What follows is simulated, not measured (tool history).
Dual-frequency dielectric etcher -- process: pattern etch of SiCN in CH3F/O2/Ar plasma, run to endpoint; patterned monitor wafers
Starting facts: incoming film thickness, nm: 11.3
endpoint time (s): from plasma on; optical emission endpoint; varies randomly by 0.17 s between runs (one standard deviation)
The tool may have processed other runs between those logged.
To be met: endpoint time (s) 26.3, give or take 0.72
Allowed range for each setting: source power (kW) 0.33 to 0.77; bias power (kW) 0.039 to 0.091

run	hour	source power (kW)	bias power (kW)	endpoint time (s)
1	0	0.55	0.065	31.968
2	7	0.58	0.067	30.253
3	14.9	0.6	0.067	30.216
4	22.3	0.56	0.067	31.171
5	25.5	0.65	0.067	29.644
6	26.7	0.65	0.073	28.629
7	33.8	0.65	0.073	28.504
8	40.9	0.66	0.074	28.163
9	44.6	0.66	0.074	28.519
10	50.6	0.67	0.075	28.049
11	52.4	0.68	0.076	27.756
12	55.7	0.69	0.077	27.336
13	59.3	0.7	0.077	27.677

Next run, 4 choices. One meets every target within its allowed miss, the rest don't. Which?
A	62.9	0.69	0.069	?
B	62.9	0.63	0.079	?
C	62.9	0.77	0.076	?
D	62.9	0.62	0.07	?

move	endpoint time (s)
A	28.418
B	27.831
C	26.306
D	29.363
A: misses by more than the last run did
B: misses by more than the last run did
C: in spec on every target
D: misses by more than the last run did
The right move is C.
